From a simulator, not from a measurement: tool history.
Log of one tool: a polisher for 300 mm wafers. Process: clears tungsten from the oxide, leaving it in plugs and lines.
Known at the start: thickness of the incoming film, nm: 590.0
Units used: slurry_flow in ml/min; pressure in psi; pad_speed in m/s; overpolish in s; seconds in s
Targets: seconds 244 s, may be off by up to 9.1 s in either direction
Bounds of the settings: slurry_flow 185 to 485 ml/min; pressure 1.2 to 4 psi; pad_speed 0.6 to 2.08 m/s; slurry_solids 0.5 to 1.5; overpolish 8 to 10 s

Run 1, hour 0: slurry_flow 310 ml/min, pressure 2.6 psi, pad_speed 1.34 m/s, slurry_solids 1, overpolish 10 s. Result: seconds 153.39 s.
Run 2, hour 4.4: slurry_flow 310 ml/min, pressure 2.6 psi, pad_speed 1.34 m/s, slurry_solids 1, overpolish 10 s. Result: seconds 153.44 s.
Run 3, hour 7.1: slurry_flow 310 ml/min, pressure 2.4 psi, pad_speed 1.34 m/s, slurry_solids 1, overpolish 10 s. Result: seconds 169.81 s.
Run 4, hour 13.3: slurry_flow 310 ml/min, pressure 2.4 psi, pad_speed 1.18 m/s, slurry_solids 1, overpolish 10 s. Result: seconds 186.54 s.
Run 5, hour 15.6: slurry_flow 310 ml/min, pressure 2.4 psi, pad_speed 1.18 m/s, slurry_solids 0.85, overpolish 10 s. Result: seconds 193.95 s.
Run 6, hour 22.2: slurry_flow 360 ml/min, pressure 2.4 psi, pad_speed 1.18 m/s, slurry_solids 0.85, overpolish 10 s. Result: seconds 196.09 s.
Run 7, hour 27.3: slurry_flow 360 ml/min, pressure 2.3 psi, pad_speed 1.18 m/s, slurry_solids 0.85, overpolish 10 s. Result: seconds 197.61 s.
Run 8, hour 28.2: slurry_flow 360 ml/min, pressure 2.2 psi, pad_speed 1.18 m/s, slurry_solids 0.85, overpolish 10 s. Result: seconds 206.65 s.
Run 9, hour 34.5: slurry_flow 360 ml/min, pressure 2.1 psi, pad_speed 1.18 m/s, slurry_solids 0.85, overpolish 10 s. Result: seconds 218.01 s.
Run 10, hour 37: slurry_flow 360 ml/min, pressure 1.9 psi, pad_speed 1.18 m/s, slurry_solids 0.85, overpolish 10 s. Result: seconds 233.97 s.

Which of these 5 next moves meets every target?
Run A, hour 39.5: slurry_flow 350 ml/min, pressure 2 psi, pad_speed 1.24 m/s, slurry_solids 0.9, overpolish 10 s. Result: seconds ?.
Run B, hour 39.5: slurry_flow 485 ml/min, pressure 1.9 psi, pad_speed 1.2 m/s, slurry_solids 1, overpolish 8 s. Result: seconds ?.
Run C, hour 39.5: slurry_flow 485 ml/min, pressure 1.3 psi, pad_speed 1.8 m/s, slurry_solids 0.55, overpolish 10 s. Result: seconds ?.
Run D, hour 39.5: slurry_flow 385 ml/min, pressure 1.9 psi, pad_speed 1.24 m/s, slurry_solids 0.9, overpolish 9 s. Result: seconds ?.
Run E, hour 39.5: slurry_flow 380 ml/min, pressure 2.1 psi, pad_speed 1.22 m/s, slurry_solids 0.85, overpolish 9 s. Result: seconds ?.

move  seconds
   A   212.09
   B   217.37
   C    242.8
   D   220.08
   E   209.18
A: lands further from the targets than the last run did
B: lands further from the targets than the last run did
C: in spec on every target
D: lands further from the targets than the last run did
E: lands further from the targets than the last run did
Correct choice: C, which meets every target
